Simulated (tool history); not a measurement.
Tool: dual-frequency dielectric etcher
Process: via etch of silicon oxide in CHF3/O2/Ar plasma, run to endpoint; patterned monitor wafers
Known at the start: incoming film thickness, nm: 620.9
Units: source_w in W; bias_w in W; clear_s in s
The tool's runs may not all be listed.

run 1 hour=0.0 | source_w=620 bias_w=217 | clear_s=309.50
run 2 hour=7.9 | source_w=640 bias_w=219 | clear_s=307.45
run 3 hour=16.8 | source_w=710 bias_w=219 | clear_s=294.23
run 4 hour=18.8 | source_w=720 bias_w=220 | clear_s=294.43
run 5 hour=26.2 | source_w=730 bias_w=222 | clear_s=290.06
run 6 hour=28.2 | source_w=740 bias_w=223 | clear_s=289.57

Forecast run 7:
run 7 hour=35.1 | source_w=750 bias_w=224 | clear_s=?

{"run 7": {"clear_s": 287.7}}
